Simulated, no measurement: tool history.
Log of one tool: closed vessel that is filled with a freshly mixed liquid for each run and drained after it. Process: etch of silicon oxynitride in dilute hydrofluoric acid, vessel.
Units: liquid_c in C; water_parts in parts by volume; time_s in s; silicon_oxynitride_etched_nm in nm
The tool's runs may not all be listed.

| run | hour | liquid_c | water_parts | time_s | silicon_oxynitride_etched_nm |
|---|---|---|---|---|---|
| 1 | 0 | 23 | 105 | 250 | 8.6688 |
| 2 | 0.7 | 23 | 105 | 195 | 6.7235 |
| 3 | 6.2 | 25 | 95 | 195 | 8.2022 |
| 4 | 11.1 | 26.5 | 85 | 195 | 9.9455 |
| 5 | 14.7 | 30 | 85 | 195 | 11.809 |
| 6 | 20.8 | 30 | 80 | 195 | 12.19 |

Forecast run 7:
| 7 | 22.3 | 30 | 75 | 195 | ? |

{"run 7": {"silicon_oxynitride_etched_nm": 13.121}}

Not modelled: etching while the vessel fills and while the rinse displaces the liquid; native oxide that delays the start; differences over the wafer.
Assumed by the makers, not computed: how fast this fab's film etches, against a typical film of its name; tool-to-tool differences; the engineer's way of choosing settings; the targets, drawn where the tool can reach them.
